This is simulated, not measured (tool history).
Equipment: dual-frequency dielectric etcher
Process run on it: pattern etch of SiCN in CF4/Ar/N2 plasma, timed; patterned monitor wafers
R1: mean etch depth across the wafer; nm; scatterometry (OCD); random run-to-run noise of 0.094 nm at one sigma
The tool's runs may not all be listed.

Run 1, hour 0.0: source power (W) 460, bias power (W) 53, Ar flow (sccm) 90, CF4 flow (sccm) 44, etch time (s) 47. Result: R1 34.471 nm.
Run 2, hour 5.7: source power (W) 410, bias power (W) 53, Ar flow (sccm) 90, CF4 flow (sccm) 44, etch time (s) 47. Result: R1 30.490 nm.
Run 3, hour 13.2: source power (W) 390, bias power (W) 53, Ar flow (sccm) 90, CF4 flow (sccm) 44, etch time (s) 47. Result: R1 28.660 nm.
Run 4, hour 14.5: source power (W) 390, bias power (W) 53, Ar flow (sccm) 105, CF4 flow (sccm) 44, etch time (s) 47. Result: R1 28.013 nm.
Run 5, hour 15.2: source power (W) 390, bias power (W) 53, Ar flow (sccm) 120, CF4 flow (sccm) 44, etch time (s) 47. Result: R1 27.548 nm.
Run 6, hour 16.2: source power (W) 380, bias power (W) 53, Ar flow (sccm) 120, CF4 flow (sccm) 44, etch time (s) 47. Result: R1 27.140 nm.
Run 7, hour 20.3: source power (W) 370, bias power (W) 53, Ar flow (sccm) 120, CF4 flow (sccm) 44, etch time (s) 47. Result: R1 26.040 nm.

Estimate the outcome of run 8 from the log above:
Run 8, hour 23.6: source power (W) 370, bias power (W) 53, Ar flow (sccm) 120, CF4 flow (sccm) 44, etch time (s) 47. Result: R1 ?.

R1: 26.147 nm
